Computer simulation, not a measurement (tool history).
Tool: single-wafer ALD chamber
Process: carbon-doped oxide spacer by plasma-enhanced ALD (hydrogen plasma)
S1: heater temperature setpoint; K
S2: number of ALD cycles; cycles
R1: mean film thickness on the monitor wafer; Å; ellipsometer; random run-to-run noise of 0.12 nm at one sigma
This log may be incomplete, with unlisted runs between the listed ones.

run	hour	S1	S2	R1
1	0	688.15	527	243.09
2	4.5	688.15	593	273.26
3	10.4	688.15	647	297.46
4	16	688.15	583	271.39
5	19	688.15	510	235.26
6	22.5	686.15	524	244.04
7	25.6	684.15	536	248.86
8	32.5	683.15	550	259.11
9	36.9	681.15	558	264.16
10	41	680.15	565	267.92
11	42.9	679.15	572	271.13
12	51.8	678.15	579	278.12

For run 13, what comes out?
13	53.4	677.15	584	?

R1: 279.67 Å

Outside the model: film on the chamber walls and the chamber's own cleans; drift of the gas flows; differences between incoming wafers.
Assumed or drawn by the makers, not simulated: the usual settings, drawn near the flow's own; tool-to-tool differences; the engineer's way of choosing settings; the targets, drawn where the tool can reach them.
